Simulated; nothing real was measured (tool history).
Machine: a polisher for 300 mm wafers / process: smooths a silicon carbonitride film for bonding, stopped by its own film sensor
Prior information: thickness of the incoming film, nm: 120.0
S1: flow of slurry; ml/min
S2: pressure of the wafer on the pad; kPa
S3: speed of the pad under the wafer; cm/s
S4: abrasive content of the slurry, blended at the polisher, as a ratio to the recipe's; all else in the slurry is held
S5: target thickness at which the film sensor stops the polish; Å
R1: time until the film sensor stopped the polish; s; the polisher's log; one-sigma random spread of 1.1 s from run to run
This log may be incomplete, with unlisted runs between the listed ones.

Run 1, hour 0: S1 125 ml/min, S2 10.3 kPa, S3 102 cm/s, S4 1, S5 1060 Å. Result: R1 92.863 s.
Run 2, hour 6.9: S1 125 ml/min, S2 10.3 kPa, S3 102 cm/s, S4 1.1, S5 1060 Å. Result: R1 87.47 s.
Run 3, hour 13.5: S1 125 ml/min, S2 10.3 kPa, S3 102 cm/s, S4 1.1, S5 1060 Å. Result: R1 86.431 s.
Run 4, hour 21.6: S1 125 ml/min, S2 10.3 kPa, S3 102 cm/s, S4 1.2, S5 1060 Å. Result: R1 84.351 s.
Run 5, hour 22.6: S1 100 ml/min, S2 10.3 kPa, S3 102 cm/s, S4 1.2, S5 1060 Å. Result: R1 89.524 s.
Run 6, hour 24: S1 95 ml/min, S2 9.7 kPa, S3 102 cm/s, S4 1.2, S5 1060 Å. Result: R1 95.28 s.
Run 7, hour 30.7: S1 90 ml/min, S2 9 kPa, S3 102 cm/s, S4 1.2, S5 1060 Å. Result: R1 103.67 s.

What does the tool deliver on the next run?
Run 8, hour 33.1: S1 85 ml/min, S2 8.3 kPa, S3 102 cm/s, S4 1.2, S5 1060 Å. Result: R1 ?.

Run 8 gave R1 113.96 s.
